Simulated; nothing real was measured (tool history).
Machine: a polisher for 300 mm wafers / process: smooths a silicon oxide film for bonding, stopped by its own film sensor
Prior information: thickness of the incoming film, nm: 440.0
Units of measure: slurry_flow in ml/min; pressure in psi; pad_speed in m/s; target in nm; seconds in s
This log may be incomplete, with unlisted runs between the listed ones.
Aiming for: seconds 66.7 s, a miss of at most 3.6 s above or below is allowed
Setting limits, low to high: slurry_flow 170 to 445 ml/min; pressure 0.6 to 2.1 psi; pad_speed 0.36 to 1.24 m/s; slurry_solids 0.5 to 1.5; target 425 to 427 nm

| run | day | slurry_flow | pressure | pad_speed | slurry_solids | target | seconds |
|---|---|---|---|---|---|---|---|
| 1 | 0 | 285 | 1.3 | 0.8 | 1 | 425 | 35.68 |
| 2 | 0.275 | 285 | 1.1 | 0.76 | 1 | 425 | 43.827 |
| 3 | 0.438 | 245 | 1.1 | 0.76 | 1 | 425 | 42.799 |
| 4 | 0.7 | 245 | 1.1 | 0.76 | 1 | 425 | 44.717 |
| 5 | 0.721 | 245 | 1 | 0.76 | 1 | 425 | 48.416 |
| 6 | 1.004 | 245 | 1 | 0.76 | 1 | 425 | 47.598 |
| 7 | 1.188 | 245 | 0.9 | 0.74 | 1 | 425 | 52.82 |
| 8 | 1.229 | 245 | 0.6 | 0.72 | 1 | 425 | 80.613 |

Exercise: of the 5 proposed moves below, exactly one satisfies all targets within the stated allowed misses. Which move is it?
| A | 1.271 | 290 | 0.6 | 0.36 | 1.1 | 425 | ? |
| B | 1.271 | 255 | 0.6 | 0.74 | 0.85 | 425 | ? |
| C | 1.271 | 170 | 0.7 | 0.82 | 0.95 | 427 | ? |
| D | 1.271 | 235 | 0.6 | 0.82 | 0.95 | 427 | ? |
| E | 1.271 | 285 | 0.7 | 0.58 | 0.6 | 425 | ? |

| move | seconds |
|---|---|
| A | 98.598 |
| B | 84.313 |
| C | 60.552 |
| D | 66.787 |
| E | 95.521 |
A: moves away from the targets compared with the last run
B: moves away from the targets compared with the last run
C: carries the result that was furthest off beyond its target, to the other side
D: all results in spec
E: moves away from the targets compared with the last run
Go with D: it meets all targets.
